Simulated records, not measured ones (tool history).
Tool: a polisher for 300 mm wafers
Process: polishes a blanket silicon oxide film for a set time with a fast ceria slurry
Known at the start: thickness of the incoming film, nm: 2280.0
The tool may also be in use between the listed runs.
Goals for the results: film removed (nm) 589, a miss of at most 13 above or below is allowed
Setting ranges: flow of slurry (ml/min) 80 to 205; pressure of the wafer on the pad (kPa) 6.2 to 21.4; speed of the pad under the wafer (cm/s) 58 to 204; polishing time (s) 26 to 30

run  hour  flow of slurry (ml/min)  pressure of the wafer on the pad (kPa)  speed of the pad under the wafer (cm/s)  polishing time (s)  film removed (nm)
  1     0                      135                                    13.8                                      130                  30             420.52
  2   8.4                      145                                    14.5                                      130                  30             443.83
  3  14.2                      150                                    15.2                                      130                  30             464.89
  4  21.7                      135                                    15.2                                      130                  30             454.89
  5  28.3                      105                                    15.2                                      130                  30             440.91
  6  30.7                      115                                    15.9                                      130                  30             455.53
  7  37.2                      115                                    15.9                                      130                  30             462.02
  8    40                      125                                    16.5                                      130                  30             485.45
  9  42.3                      135                                    17.2                                      130                  30             506.96
 10  48.1                      140                                    17.9                                      130                  30             524.92

Which of these 4 next moves meets every target?
  A  53.9                      145                                    17.2                                      140                  30                  ?
  B  53.9                      185                                    21.4                                      124                  29                  ?
  C  53.9                      130                                      20                                      128                  30                  ?
  D  53.9                       95                                    19.3                                      140                  30                  ?

move  film removed (nm)
   A             547.76
   B             591.26
   C             563.39
   D             557.44
A: closes in on the targets versus the last run, not all within tolerance yet
B: all results land within tolerance of their targets
C: closes in on the targets versus the last run, not all within tolerance yet
D: closes in on the targets versus the last run, not all within tolerance yet
B meets every target.
